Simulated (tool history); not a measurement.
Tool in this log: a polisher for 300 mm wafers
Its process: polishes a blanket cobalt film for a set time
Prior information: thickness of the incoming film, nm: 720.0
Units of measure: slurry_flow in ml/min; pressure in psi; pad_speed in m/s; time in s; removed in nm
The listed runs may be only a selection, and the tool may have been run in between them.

| run | hour | slurry_flow | pressure | pad_speed | time | removed |
|---|---|---|---|---|---|---|
| 1 | 0 | 180 | 1.5 | 0.86 | 38 | 104.62 |
| 2 | 2.6 | 180 | 1.4 | 0.86 | 38 | 97.676 |
| 3 | 5.9 | 225 | 1.4 | 0.86 | 38 | 99.325 |
| 4 | 11.3 | 225 | 1.4 | 0.86 | 34 | 88.519 |
| 5 | 15.8 | 225 | 1.4 | 0.76 | 34 | 78.336 |
| 6 | 17.4 | 225 | 1.6 | 0.76 | 34 | 88.514 |
| 7 | 22.7 | 225 | 1.7 | 0.76 | 34 | 93.755 |
| 8 | 27.4 | 225 | 1.8 | 0.76 | 34 | 97.81 |

The next listed run, before its measurement:
| 9 | 35.9 | 225 | 1.8 | 0.76 | 34 | ? |

Run 9 yielded removed 99.113 nm.
